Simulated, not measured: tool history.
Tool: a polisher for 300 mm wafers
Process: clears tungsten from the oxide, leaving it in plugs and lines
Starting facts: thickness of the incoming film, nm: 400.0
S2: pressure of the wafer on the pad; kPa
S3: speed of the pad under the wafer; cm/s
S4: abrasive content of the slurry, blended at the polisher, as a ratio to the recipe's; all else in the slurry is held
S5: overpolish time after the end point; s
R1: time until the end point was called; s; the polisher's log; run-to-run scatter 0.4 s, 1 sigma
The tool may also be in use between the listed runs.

{"run": 1, "hour": 0.0, "flow of slurry (ml/min)": 205, "S2": 28.3, "S3": 96, "S4": 1.0, "S5": 34, "R1": 81.222}
{"run": 2, "hour": 4.2, "flow of slurry (ml/min)": 205, "S2": 24.8, "S3": 96, "S4": 1.0, "S5": 34, "R1": 92.146}
{"run": 3, "hour": 12.9, "flow of slurry (ml/min)": 205, "S2": 24.8, "S3": 96, "S4": 1.1, "S5": 34, "R1": 89.659}
{"run": 4, "hour": 15.8, "flow of slurry (ml/min)": 205, "S2": 24.8, "S3": 96, "S4": 1.3, "S5": 34, "R1": 87.79}
{"run": 5, "hour": 18.2, "flow of slurry (ml/min)": 205, "S2": 29.6, "S3": 100, "S4": 1.3, "S5": 34, "R1": 71.049}
{"run": 6, "hour": 20.6, "flow of slurry (ml/min)": 245, "S2": 29.6, "S3": 100, "S4": 1.3, "S5": 34, "R1": 69.006}
{"run": 7, "hour": 25.0, "flow of slurry (ml/min)": 245, "S2": 33.1, "S3": 102, "S4": 1.3, "S5": 34, "R1": 59.863}
{"run": 8, "hour": 33.5, "flow of slurry (ml/min)": 245, "S2": 35.9, "S3": 104, "S4": 1.3, "S5": 34, "R1": 56.477}

Run 9 has not been measured yet. What should we expect?
{"run": 9, "hour": 40.8, "flow of slurry (ml/min)": 250, "S2": 37.9, "S3": 108, "S4": 1.3, "S5": 34, "R1": "?"}

{"run 9": {"R1": 50.018}}
